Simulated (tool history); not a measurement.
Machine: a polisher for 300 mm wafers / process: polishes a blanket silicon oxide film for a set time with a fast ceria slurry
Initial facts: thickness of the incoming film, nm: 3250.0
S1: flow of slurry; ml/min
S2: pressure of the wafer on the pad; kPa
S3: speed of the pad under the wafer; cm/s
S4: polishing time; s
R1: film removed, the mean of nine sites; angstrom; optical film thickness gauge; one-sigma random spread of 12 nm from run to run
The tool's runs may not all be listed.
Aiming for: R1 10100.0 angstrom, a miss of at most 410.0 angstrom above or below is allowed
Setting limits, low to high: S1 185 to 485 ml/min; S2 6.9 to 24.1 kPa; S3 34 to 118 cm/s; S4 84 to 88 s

run,hour,S1,S2,S3,S4,R1
1,0.0,310,15.2,76,84,7975.3
2,6.9,310,11.7,76,84,6285.8
3,9.8,310,11.7,76,88,6642.7
4,16.5,310,12.4,76,88,6840.5
5,23.1,310,12.4,76,88,6755.0
6,23.8,310,13.1,76,88,7215.3
7,27.2,310,13.8,76,88,7620.3
8,30.8,310,14.5,76,88,7842.1
9,38.0,310,15.2,76,88,8241.7

5 candidate next runs follow, results not yet known. Just one meets every target within its allowed miss. Identify it.
A,45.2,300,19.3,72,88,?
B,45.2,210,18.6,70,88,?
C,45.2,240,16.5,96,88,?
D,45.2,295,15.9,94,88,?
E,45.2,275,19.3,80,88,?

move,R1
A,9937.0
B,9047.4
C,11103.0
D,10618.0
E,10930.0
A: every result lands within tolerance
B: nearer the targets than the last run, but a result is still out of spec
C: moves the result that the last run missed by most past its target, out the other side
D: moves the result that the last run missed by most past its target, out the other side
E: moves the result that the last run missed by most past its target, out the other side
The right move is A.
